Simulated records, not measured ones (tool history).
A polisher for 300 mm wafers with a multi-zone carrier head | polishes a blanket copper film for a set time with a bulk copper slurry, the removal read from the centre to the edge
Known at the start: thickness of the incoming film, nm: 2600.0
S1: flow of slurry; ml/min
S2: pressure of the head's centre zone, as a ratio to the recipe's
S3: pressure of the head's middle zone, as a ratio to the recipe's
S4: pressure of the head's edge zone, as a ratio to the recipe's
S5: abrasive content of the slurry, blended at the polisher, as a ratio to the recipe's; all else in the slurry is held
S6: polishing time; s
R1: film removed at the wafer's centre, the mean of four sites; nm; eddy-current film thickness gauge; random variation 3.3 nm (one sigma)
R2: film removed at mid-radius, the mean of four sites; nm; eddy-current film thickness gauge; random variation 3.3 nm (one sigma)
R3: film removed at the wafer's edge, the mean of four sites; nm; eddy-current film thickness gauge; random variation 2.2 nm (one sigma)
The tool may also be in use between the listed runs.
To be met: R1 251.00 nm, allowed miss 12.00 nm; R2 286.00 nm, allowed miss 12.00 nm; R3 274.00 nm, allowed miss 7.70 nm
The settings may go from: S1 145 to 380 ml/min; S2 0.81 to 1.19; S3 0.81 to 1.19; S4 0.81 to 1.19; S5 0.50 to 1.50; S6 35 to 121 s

| run | day | S1 | S2 | S3 | S4 | S5 | S6 | R1 | R2 | R3 |
|---|---|---|---|---|---|---|---|---|---|---|
| 1 | 0.000 | 245 | 1.00 | 1.00 | 1.00 | 1.00 | 78 | 369.53 | 378.93 | 385.45 |
| 2 | 0.046 | 245 | 0.99 | 1.00 | 0.99 | 0.95 | 77 | 355.47 | 369.90 | 370.11 |
| 3 | 0.088 | 245 | 0.98 | 0.99 | 0.98 | 0.90 | 76 | 355.15 | 364.32 | 356.11 |
| 4 | 0.454 | 190 | 0.98 | 0.99 | 0.98 | 0.90 | 76 | 333.46 | 347.87 | 348.48 |
| 5 | 0.500 | 190 | 0.98 | 0.99 | 0.98 | 0.90 | 89 | 395.89 | 410.57 | 413.96 |
| 6 | 0.758 | 185 | 0.96 | 0.98 | 0.98 | 0.85 | 87 | 374.69 | 394.14 | 394.39 |
| 7 | 1.108 | 165 | 0.86 | 0.91 | 0.89 | 0.60 | 68 | 239.44 | 257.54 | 265.97 |
| 8 | 1.158 | 170 | 0.86 | 0.92 | 0.89 | 0.60 | 68 | 234.99 | 261.64 | 265.45 |
| 9 | 1.483 | 175 | 0.86 | 0.93 | 0.89 | 0.60 | 68 | 240.07 | 266.37 | 267.06 |

4 next moves are on the table. One of them brings every result within its allowed miss. Which?
| A | 1.808 | 175 | 0.90 | 0.88 | 0.91 | 0.60 | 67 | ? | ? | ? |
| B | 1.808 | 260 | 0.90 | 1.01 | 0.94 | 0.50 | 68 | ? | ? | ? |
| C | 1.808 | 160 | 0.92 | 0.88 | 0.86 | 0.70 | 66 | ? | ? | ? |
| D | 1.808 | 155 | 0.82 | 0.91 | 0.93 | 0.55 | 68 | ? | ? | ? |

| move | R1 | R2 | R3 |
|---|---|---|---|
| A | 240.02 | 252.21 | 268.01 |
| B | 244.95 | 286.93 | 272.13 |
| C | 247.51 | 255.28 | 265.29 |
| D | 214.40 | 252.83 | 264.98 |
A: further off than the last run
B: meets every target
C: further off than the last run
D: further off than the last run
The right move is B.

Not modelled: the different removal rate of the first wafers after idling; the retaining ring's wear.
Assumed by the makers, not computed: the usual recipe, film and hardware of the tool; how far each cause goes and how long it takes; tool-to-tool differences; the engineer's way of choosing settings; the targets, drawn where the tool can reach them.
